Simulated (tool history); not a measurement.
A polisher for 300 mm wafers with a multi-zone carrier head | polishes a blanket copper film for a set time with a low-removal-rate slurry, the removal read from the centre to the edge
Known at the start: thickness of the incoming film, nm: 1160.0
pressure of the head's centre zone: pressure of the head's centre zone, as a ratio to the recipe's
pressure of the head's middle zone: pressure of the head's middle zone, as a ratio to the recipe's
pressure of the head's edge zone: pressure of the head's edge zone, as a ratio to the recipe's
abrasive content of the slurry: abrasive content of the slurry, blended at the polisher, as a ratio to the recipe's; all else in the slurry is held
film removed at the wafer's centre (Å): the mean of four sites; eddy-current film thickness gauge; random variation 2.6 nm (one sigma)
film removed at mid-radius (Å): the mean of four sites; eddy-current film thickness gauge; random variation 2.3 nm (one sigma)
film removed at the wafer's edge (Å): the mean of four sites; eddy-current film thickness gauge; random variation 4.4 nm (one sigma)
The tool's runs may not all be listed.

| run | hour | flow of slurry (ml/min) | pressure of the head's centre zone | pressure of the head's middle zone | pressure of the head's edge zone | abrasive content of the slurry | polishing time (s) | film removed at the wafer's centre (Å) | film removed at mid-radius (Å) | film removed at the wafer's edge (Å) |
|---|---|---|---|---|---|---|---|---|---|---|
| 1 | 0 | 300 | 1 | 1 | 1 | 1 | 88 | 2743.5 | 2810.5 | 2676.8 |
| 2 | 5.9 | 300 | 1 | 1 | 1.07 | 1 | 88 | 2687.8 | 2760 | 2859.7 |
| 3 | 10.4 | 300 | 1 | 1 | 1.07 | 1 | 71 | 2206.5 | 2244.2 | 2209.7 |
| 4 | 11.8 | 300 | 1 | 1 | 1.07 | 1 | 59 | 1867.5 | 1873.1 | 1834.4 |
| 5 | 13 | 300 | 1 | 1.04 | 1.07 | 1 | 59 | 1829.5 | 1947.7 | 1868.8 |
| 6 | 16.5 | 300 | 1 | 1.04 | 1.02 | 1 | 59 | 1812 | 1931.7 | 1828.8 |
| 7 | 19.7 | 310 | 1.02 | 1.08 | 1.05 | 1.15 | 66 | 2162.9 | 2321.3 | 2140.5 |
| 8 | 21.4 | 310 | 1.02 | 1.1 | 1.08 | 1.25 | 70 | 2320 | 2547.4 | 2391.6 |

Forecast run 9:
| 9 | 26.1 | 315 | 1.03 | 1.12 | 1.1 | 1.3 | 72 | ? | ? | ? |

film removed at the wafer's centre (Å): 2453.6
film removed at mid-radius (Å): 2676.4
film removed at the wafer's edge (Å): 2400.1
